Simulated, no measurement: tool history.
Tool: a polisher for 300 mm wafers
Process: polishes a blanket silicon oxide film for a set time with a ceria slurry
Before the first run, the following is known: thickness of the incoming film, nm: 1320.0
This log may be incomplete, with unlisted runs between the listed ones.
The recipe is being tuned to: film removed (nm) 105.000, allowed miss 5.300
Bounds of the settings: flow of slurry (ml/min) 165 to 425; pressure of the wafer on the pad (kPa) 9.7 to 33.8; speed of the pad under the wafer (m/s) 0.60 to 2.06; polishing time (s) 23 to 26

| run | hour | flow of slurry (ml/min) | pressure of the wafer on the pad (kPa) | speed of the pad under the wafer (m/s) | polishing time (s) | film removed (nm) |
|---|---|---|---|---|---|---|
| 1 | 0.0 | 275 | 21.4 | 1.32 | 26 | 166.950 |
| 2 | 2.0 | 275 | 21.4 | 1.46 | 26 | 187.510 |
| 3 | 10.3 | 275 | 17.9 | 1.44 | 26 | 149.240 |
| 4 | 16.7 | 315 | 17.9 | 1.44 | 26 | 155.360 |
| 5 | 22.0 | 350 | 17.9 | 1.44 | 26 | 153.110 |
| 6 | 26.1 | 295 | 17.9 | 1.44 | 26 | 149.020 |
| 7 | 32.9 | 295 | 16.5 | 1.44 | 26 | 140.210 |
| 8 | 36.4 | 295 | 15.2 | 1.44 | 26 | 131.670 |
| 9 | 38.6 | 295 | 9.7 | 1.40 | 26 | 82.556 |
| 10 | 44.3 | 295 | 11.0 | 1.40 | 26 | 93.914 |
| 11 | 53.0 | 295 | 11.7 | 1.40 | 26 | 97.854 |

Below are 5 possible settings for the next run. Only one of them brings all results inside the allowed miss of their targets. Which is it?
| A | 61.7 | 295 | 9.7 | 1.52 | 26 | ? |
| B | 61.7 | 230 | 14.5 | 1.26 | 23 | ? |
| C | 61.7 | 380 | 11.7 | 1.46 | 26 | ? |
| D | 61.7 | 300 | 12.4 | 1.40 | 24 | ? |
| E | 61.7 | 285 | 12.4 | 1.28 | 24 | ? |

| move | film removed (nm) |
|---|---|
| A | 87.992 |
| B | 93.515 |
| C | 103.260 |
| D | 95.138 |
| E | 86.904 |
A: further off than the last run
B: further off than the last run
C: each result inside its tolerance
D: further off than the last run
E: further off than the last run
C is the move that brings every result within its allowed miss.
